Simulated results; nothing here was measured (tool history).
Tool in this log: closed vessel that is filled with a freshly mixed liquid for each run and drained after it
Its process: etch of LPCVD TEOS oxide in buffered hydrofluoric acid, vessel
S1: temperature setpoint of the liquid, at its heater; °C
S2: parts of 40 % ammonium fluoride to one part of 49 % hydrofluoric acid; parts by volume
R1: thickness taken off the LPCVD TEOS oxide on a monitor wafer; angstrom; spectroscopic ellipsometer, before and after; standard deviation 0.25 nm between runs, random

run 1 hour=0.0 | S1=23.0 S2=22.5 time_in_the_liquid_(s)=30 | R1=549.73
run 2 hour=3.7 | S1=23.5 S2=22.5 time_in_the_liquid_(s)=30 | R1=560.50
run 3 hour=11.8 | S1=23.5 S2=22.5 time_in_the_liquid_(s)=30 | R1=567.68
run 4 hour=18.8 | S1=24.0 S2=22.5 time_in_the_liquid_(s)=30 | R1=578.01
run 5 hour=21.4 | S1=24.5 S2=22.5 time_in_the_liquid_(s)=30 | R1=592.95
run 6 hour=25.1 | S1=24.5 S2=27.0 time_in_the_liquid_(s)=30 | R1=524.98
run 7 hour=31.8 | S1=24.5 S2=27.0 time_in_the_liquid_(s)=30 | R1=523.04
run 8 hour=37.7 | S1=25.5 S2=27.0 time_in_the_liquid_(s)=30 | R1=553.79
run 9 hour=42.2 | S1=26.0 S2=27.0 time_in_the_liquid_(s)=30 | R1=567.33
run 10 hour=45.7 | S1=26.5 S2=27.0 time_in_the_liquid_(s)=30 | R1=582.50
run 11 hour=53.9 | S1=27.0 S2=27.0 time_in_the_liquid_(s)=30 | R1=601.16
run 12 hour=55.3 | S1=27.5 S2=27.0 time_in_the_liquid_(s)=30 | R1=618.71
run 13 hour=58.4 | S1=28.0 S2=27.0 time_in_the_liquid_(s)=30 | R1=630.75

Run 14 is up next; what results do you expect?
run 14 hour=62.0 | S1=28.5 S2=27.0 time_in_the_liquid_(s)=30 | R1=?

R1: 649.85 angstrom
